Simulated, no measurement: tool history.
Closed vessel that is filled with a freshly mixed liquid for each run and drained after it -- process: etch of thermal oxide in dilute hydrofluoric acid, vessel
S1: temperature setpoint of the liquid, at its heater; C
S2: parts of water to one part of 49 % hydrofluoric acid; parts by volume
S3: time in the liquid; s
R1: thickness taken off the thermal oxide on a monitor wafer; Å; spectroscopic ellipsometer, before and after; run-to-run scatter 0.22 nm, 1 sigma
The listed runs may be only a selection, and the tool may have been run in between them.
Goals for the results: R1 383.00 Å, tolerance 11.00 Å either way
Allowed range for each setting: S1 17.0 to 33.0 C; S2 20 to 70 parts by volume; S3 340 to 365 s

run	hour	S1	S2	S3	R1
1	0.0	25.0	40	340	454.81
2	1.2	24.0	40	340	440.79
3	9.0	26.0	40	340	486.50
4	15.9	24.5	40	340	449.49
5	23.4	24.5	25	340	744.47
6	29.0	24.5	20	340	926.84
7	37.2	20.5	35	340	434.93
8	44.3	20.0	35	340	427.26
9	47.0	20.0	35	340	427.24
10	54.6	19.5	35	340	421.25
11	61.4	19.0	35	340	417.01
12	69.8	18.5	35	340	406.22

Of the 5 settings listed for the next run, only one would bring every result within its allowed miss of target. Which one?
A	78.2	19.0	35	365	?
B	78.2	18.0	35	360	?
C	78.2	20.0	40	345	?
D	78.2	19.0	40	345	?
E	78.2	22.0	45	345	?

move	R1
A	442.22
B	417.63
C	379.54
D	363.59
E	364.94
A: the biggest miss grows against the last run
B: the biggest miss grows against the last run
C: all results land within tolerance of their targets
D: takes the result that was furthest off past its target
E: takes the result that was furthest off past its target
The right move is C.
